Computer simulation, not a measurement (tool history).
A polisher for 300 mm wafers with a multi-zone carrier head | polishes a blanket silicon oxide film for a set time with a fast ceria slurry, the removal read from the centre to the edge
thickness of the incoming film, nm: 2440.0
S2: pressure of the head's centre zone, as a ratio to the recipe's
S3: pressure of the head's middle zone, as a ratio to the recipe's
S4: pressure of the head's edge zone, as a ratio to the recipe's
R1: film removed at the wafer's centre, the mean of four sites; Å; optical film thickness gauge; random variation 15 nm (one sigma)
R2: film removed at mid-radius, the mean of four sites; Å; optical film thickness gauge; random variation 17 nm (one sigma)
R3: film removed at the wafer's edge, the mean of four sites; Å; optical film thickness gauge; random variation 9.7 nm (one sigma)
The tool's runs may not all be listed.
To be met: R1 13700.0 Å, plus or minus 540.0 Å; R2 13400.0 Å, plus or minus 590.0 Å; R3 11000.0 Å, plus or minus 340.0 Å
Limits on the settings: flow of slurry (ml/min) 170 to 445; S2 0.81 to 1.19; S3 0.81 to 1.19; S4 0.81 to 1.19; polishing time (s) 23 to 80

{"run": 1, "day": 0.0, "flow of slurry (ml/min)": 285, "S2": 1.0, "S3": 1.0, "S4": 1.0, "polishing time (s)": 51, "R1": 8474.3, "R2": 8345.9, "R3": 8639.7}
{"run": 2, "day": 0.117, "flow of slurry (ml/min)": 300, "S2": 1.04, "S3": 1.05, "S4": 0.98, "polishing time (s)": 55, "R1": 9611.6, "R2": 9797.1, "R3": 9396.1}
{"run": 3, "day": 0.471, "flow of slurry (ml/min)": 300, "S2": 1.04, "S3": 1.05, "S4": 0.93, "polishing time (s)": 55, "R1": 9705.2, "R2": 9648.6, "R3": 9017.0}
{"run": 4, "day": 0.583, "flow of slurry (ml/min)": 300, "S2": 1.04, "S3": 1.05, "S4": 0.89, "polishing time (s)": 55, "R1": 9700.5, "R2": 9511.7, "R3": 8791.4}
{"run": 5, "day": 0.958, "flow of slurry (ml/min)": 315, "S2": 1.08, "S3": 1.08, "S4": 0.9, "polishing time (s)": 57, "R1": 10614.0, "R2": 10371.0, "R3": 9269.2}
{"run": 6, "day": 1.033, "flow of slurry (ml/min)": 315, "S2": 1.08, "S3": 1.08, "S4": 0.97, "polishing time (s)": 57, "R1": 10269.0, "R2": 10438.0, "R3": 9588.1}
{"run": 7, "day": 1.271, "flow of slurry (ml/min)": 315, "S2": 1.08, "S3": 1.08, "S4": 0.97, "polishing time (s)": 57, "R1": 10366.0, "R2": 10297.0, "R3": 9615.2}
{"run": 8, "day": 1.479, "flow of slurry (ml/min)": 320, "S2": 1.11, "S3": 1.11, "S4": 0.96, "polishing time (s)": 59, "R1": 11016.0, "R2": 11049.0, "R3": 9953.5}
{"run": 9, "day": 1.792, "flow of slurry (ml/min)": 330, "S2": 1.13, "S3": 1.13, "S4": 0.94, "polishing time (s)": 61, "R1": 11844.0, "R2": 11421.0, "R3": 10281.0}
{"run": 10, "day": 1.942, "flow of slurry (ml/min)": 335, "S2": 1.13, "S3": 1.15, "S4": 0.91, "polishing time (s)": 63, "R1": 12402.0, "R2": 12172.0, "R3": 10502.0}
{"run": 11, "day": 1.996, "flow of slurry (ml/min)": 340, "S2": 1.14, "S3": 1.16, "S4": 0.9, "polishing time (s)": 64, "R1": 12531.0, "R2": 12413.0, "R3": 10418.0}
{"run": 12, "day": 2.108, "flow of slurry (ml/min)": 340, "S2": 1.15, "S3": 1.17, "S4": 0.9, "polishing time (s)": 65, "R1": 12956.0, "R2": 12590.0, "R3": 10543.0}
{"run": 13, "day": 2.312, "flow of slurry (ml/min)": 345, "S2": 1.15, "S3": 1.18, "S4": 0.9, "polishing time (s)": 66, "R1": 13034.0, "R2": 13306.0, "R3": 10913.0}
{"run": 14, "day": 2.667, "flow of slurry (ml/min)": 345, "S2": 1.16, "S3": 1.18, "S4": 0.9, "polishing time (s)": 66, "R1": 13188.0, "R2": 13073.0, "R3": 10916.0}

Exercise: of the 4 proposed moves below, exactly one satisfies all targets within the stated allowed misses. Which move is it?
{"run": "A", "day": 3.021, "flow of slurry (ml/min)": 430, "S2": 1.19, "S3": 1.08, "S4": 0.91, "polishing time (s)": 65, "R1": "?", "R2": "?", "R3": "?"}
{"run": "B", "day": 3.021, "flow of slurry (ml/min)": 355, "S2": 1.19, "S3": 1.19, "S4": 0.92, "polishing time (s)": 66, "R1": "?", "R2": "?", "R3": "?"}
{"run": "C", "day": 3.021, "flow of slurry (ml/min)": 345, "S2": 1.19, "S3": 1.06, "S4": 0.81, "polishing time (s)": 68, "R1": "?", "R2": "?", "R3": "?"}
{"run": "D", "day": 3.021, "flow of slurry (ml/min)": 360, "S2": 1.07, "S3": 1.13, "S4": 0.98, "polishing time (s)": 67, "R1": "?", "R2": "?", "R3": "?"}

move=A R1=13642.0 R2=12324.0 R3=10810.0
move=B R1=13593.0 R2=13361.0 R3=10867.0
move=C R1=13946.0 R2=12430.0 R3=10568.0
move=D R1=12412.0 R2=12997.0 R3=11386.0
A: brings the last run's worst result on target, with another outside its allowed miss
B: all results land within tolerance of their targets
C: brings the last run's worst result on target, with another outside its allowed miss
D: misses by more than the last run did
So the answer is move B, the one that meets all the targets.
